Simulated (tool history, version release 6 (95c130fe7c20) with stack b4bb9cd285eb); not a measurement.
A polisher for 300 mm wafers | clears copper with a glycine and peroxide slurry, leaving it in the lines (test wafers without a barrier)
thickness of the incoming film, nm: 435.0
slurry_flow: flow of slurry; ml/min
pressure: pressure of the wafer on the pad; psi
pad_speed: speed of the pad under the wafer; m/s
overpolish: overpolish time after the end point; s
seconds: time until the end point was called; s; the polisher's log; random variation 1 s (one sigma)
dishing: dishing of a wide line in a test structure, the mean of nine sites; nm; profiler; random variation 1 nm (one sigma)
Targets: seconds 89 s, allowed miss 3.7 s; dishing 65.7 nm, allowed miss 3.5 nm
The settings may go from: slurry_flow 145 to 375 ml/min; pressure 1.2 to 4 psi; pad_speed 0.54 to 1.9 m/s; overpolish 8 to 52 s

run	hour	slurry_flow	pressure	pad_speed	overpolish	seconds	dishing
1	0	240	2.6	1.22	26	78.306	79.85
2	3.6	300	2.6	1.22	26	77.307	83.26
3	7.7	300	2.9	1.22	26	71.927	88.616
4	10.4	300	2.9	1.46	26	61.65	98.764
5	17.9	300	2.9	1.64	26	54.539	104.3
6	23.8	300	3.4	1.64	26	47.816	116.24
7	29.5	300	2.7	1.62	25	58.455	96.361
8	31.6	300	2.3	1.6	25	68.309	84.932
9	36.5	300	2.1	1.6	25	72.843	82.597
10	38.9	300	1.9	1.6	24	80.667	74.289
11	41.2	300	1.8	1.6	23	84.515	67.044

Which of these 5 next moves meets every target?
A	43.5	300	1.9	1.6	23	?	?
B	43.5	305	1.5	1.58	26	?	?
C	43.5	320	1.5	1.54	31	?	?
D	43.5	375	1.7	1.52	23	?	?
E	43.5	295	1.4	1.9	29	?	?

move	seconds	dishing
A	80.02	71.502
B	97.966	66.18
C	99.561	74.224
D	89.822	65.212
E	89.512	74.822
A: further off than the last run
B: takes the result that was furthest off past its target
C: takes the result that was furthest off past its target
D: meets every target
E: brings the result that was furthest off to its target, and leaves another outside
Move D is the one to make.

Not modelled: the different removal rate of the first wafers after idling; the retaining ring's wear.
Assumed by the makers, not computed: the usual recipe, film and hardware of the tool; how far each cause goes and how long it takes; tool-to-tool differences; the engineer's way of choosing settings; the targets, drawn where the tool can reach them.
